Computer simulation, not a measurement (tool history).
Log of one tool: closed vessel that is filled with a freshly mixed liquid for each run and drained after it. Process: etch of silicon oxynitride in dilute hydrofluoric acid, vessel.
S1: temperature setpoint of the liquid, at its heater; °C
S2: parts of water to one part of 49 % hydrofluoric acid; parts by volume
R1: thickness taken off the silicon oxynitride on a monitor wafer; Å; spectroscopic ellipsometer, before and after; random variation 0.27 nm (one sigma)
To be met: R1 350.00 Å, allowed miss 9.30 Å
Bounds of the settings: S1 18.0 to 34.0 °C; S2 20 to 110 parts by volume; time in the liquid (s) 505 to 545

run 1 hour=0.0 | S1=26.0 S2=60 time_in_the_liquid_(s)=505 | R1=146.02
run 2 hour=7.7 | S1=27.5 S2=55 time_in_the_liquid_(s)=505 | R1=172.48
run 3 hour=9.2 | S1=28.5 S2=50 time_in_the_liquid_(s)=505 | R1=201.36
run 4 hour=10.1 | S1=28.5 S2=60 time_in_the_liquid_(s)=505 | R1=165.46
run 5 hour=18.2 | S1=31.5 S2=60 time_in_the_liquid_(s)=505 | R1=188.27
run 6 hour=24.3 | S1=32.0 S2=55 time_in_the_liquid_(s)=505 | R1=211.25
run 7 hour=29.6 | S1=32.5 S2=50 time_in_the_liquid_(s)=505 | R1=240.60
run 8 hour=31.5 | S1=32.5 S2=45 time_in_the_liquid_(s)=505 | R1=269.90
run 9 hour=37.7 | S1=33.5 S2=40 time_in_the_liquid_(s)=505 | R1=318.22
run 10 hour=41.8 | S1=34.0 S2=35 time_in_the_liquid_(s)=505 | R1=375.93

5 next moves are on the table. One of them brings every result within its allowed miss. Which?
run A hour=45.9 | S1=34.0 S2=40 time_in_the_liquid_(s)=545 | R1=?
run B hour=45.9 | S1=33.5 S2=40 time_in_the_liquid_(s)=520 | R1=?
run C hour=45.9 | S1=32.5 S2=30 time_in_the_liquid_(s)=505 | R1=?
run D hour=45.9 | S1=34.0 S2=40 time_in_the_liquid_(s)=505 | R1=?
run E hour=45.9 | S1=33.5 S2=35 time_in_the_liquid_(s)=545 | R1=?

move=A R1=349.19
move=B R1=325.65
move=C R1=406.96
move=D R1=323.56
move=E R1=392.23
A: meets every target
B: takes the result that was furthest off past its target
C: further off than the last run
D: takes the result that was furthest off past its target
E: further off than the last run
Move A is the one to make.
